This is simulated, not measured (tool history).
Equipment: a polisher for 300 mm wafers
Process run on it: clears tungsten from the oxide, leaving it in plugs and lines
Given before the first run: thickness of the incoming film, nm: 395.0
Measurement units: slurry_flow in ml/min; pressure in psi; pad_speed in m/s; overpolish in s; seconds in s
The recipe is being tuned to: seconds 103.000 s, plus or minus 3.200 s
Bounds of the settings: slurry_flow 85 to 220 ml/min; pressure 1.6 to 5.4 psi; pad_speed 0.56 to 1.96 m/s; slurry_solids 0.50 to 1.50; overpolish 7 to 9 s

Run 1, hour 0.0: slurry_flow 140 ml/min, pressure 3.5 psi, pad_speed 1.26 m/s, slurry_solids 1.00, overpolish 9 s. Result: seconds 88.432 s.
Run 2, hour 1.3: slurry_flow 135 ml/min, pressure 3.4 psi, pad_speed 1.26 m/s, slurry_solids 1.00, overpolish 9 s. Result: seconds 92.901 s.
Run 3, hour 6.1: slurry_flow 130 ml/min, pressure 3.4 psi, pad_speed 1.26 m/s, slurry_solids 1.00, overpolish 9 s. Result: seconds 93.540 s.
Run 4, hour 15.1: slurry_flow 130 ml/min, pressure 3.4 psi, pad_speed 1.26 m/s, slurry_solids 1.00, overpolish 7 s. Result: seconds 93.491 s.
Run 5, hour 18.0: slurry_flow 130 ml/min, pressure 3.4 psi, pad_speed 1.46 m/s, slurry_solids 1.00, overpolish 7 s. Result: seconds 78.846 s.
Run 6, hour 20.6: slurry_flow 125 ml/min, pressure 3.3 psi, pad_speed 1.46 m/s, slurry_solids 1.00, overpolish 7 s. Result: seconds 82.892 s.
Run 7, hour 28.2: slurry_flow 120 ml/min, pressure 3.2 psi, pad_speed 1.46 m/s, slurry_solids 1.00, overpolish 7 s. Result: seconds 85.651 s.
Run 8, hour 32.5: slurry_flow 105 ml/min, pressure 2.5 psi, pad_speed 1.46 m/s, slurry_solids 1.00, overpolish 7 s. Result: seconds 111.850 s.
Run 9, hour 34.3: slurry_flow 110 ml/min, pressure 2.5 psi, pad_speed 1.46 m/s, slurry_solids 1.00, overpolish 7 s. Result: seconds 110.540 s.
Run 10, hour 37.1: slurry_flow 115 ml/min, pressure 2.5 psi, pad_speed 1.46 m/s, slurry_solids 1.00, overpolish 7 s. Result: seconds 107.830 s.
Run 11, hour 40.3: slurry_flow 125 ml/min, pressure 2.5 psi, pad_speed 1.46 m/s, slurry_solids 1.00, overpolish 7 s. Result: seconds 109.390 s.

5 next moves are on the table. One of them brings every result within its allowed miss. Which?
Run A, hour 43.5: slurry_flow 90 ml/min, pressure 2.4 psi, pad_speed 1.52 m/s, slurry_solids 0.85, overpolish 7 s. Result: seconds ?.
Run B, hour 43.5: slurry_flow 145 ml/min, pressure 2.1 psi, pad_speed 1.52 m/s, slurry_solids 1.05, overpolish 7 s. Result: seconds ?.
Run C, hour 43.5: slurry_flow 135 ml/min, pressure 2.1 psi, pad_speed 1.54 m/s, slurry_solids 1.10, overpolish 9 s. Result: seconds ?.
Run D, hour 43.5: slurry_flow 115 ml/min, pressure 2.7 psi, pad_speed 1.46 m/s, slurry_solids 0.95, overpolish 7 s. Result: seconds ?.
Run E, hour 43.5: slurry_flow 135 ml/min, pressure 3.1 psi, pad_speed 1.44 m/s, slurry_solids 0.75, overpolish 7 s. Result: seconds ?.

move  seconds
   A  120.370
   B  120.550
   C  119.150
   D  104.510
   E   94.768
A: further off than the last run
B: further off than the last run
C: further off than the last run
D: hits every target within its allowed miss
E: the result that was furthest off in the last run now lies on the other side of its target
Move D is the one to make.
